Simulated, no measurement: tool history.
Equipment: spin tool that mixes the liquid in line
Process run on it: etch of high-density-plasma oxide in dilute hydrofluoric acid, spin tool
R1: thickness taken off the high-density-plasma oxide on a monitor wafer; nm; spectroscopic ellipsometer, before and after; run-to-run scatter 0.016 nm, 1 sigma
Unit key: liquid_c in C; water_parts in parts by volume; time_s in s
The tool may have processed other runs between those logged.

run 1 hour=0 | liquid_c=22 water_parts=185 time_s=50 | R1=1.259
run 2 hour=6.1 | liquid_c=23.5 water_parts=185 time_s=50 | R1=1.3269
run 3 hour=9.2 | liquid_c=25 water_parts=175 time_s=50 | R1=1.5074
run 4 hour=17.5 | liquid_c=25 water_parts=220 time_s=50 | R1=1.1309
run 5 hour=23.4 | liquid_c=25 water_parts=170 time_s=50 | R1=1.5668
run 6 hour=27.8 | liquid_c=25 water_parts=170 time_s=50 | R1=1.5744

What will run 7 give?
run 7 hour=30.3 | liquid_c=26 water_parts=165 time_s=50 | R1=?

Run 7 produced R1 1.6854 nm.
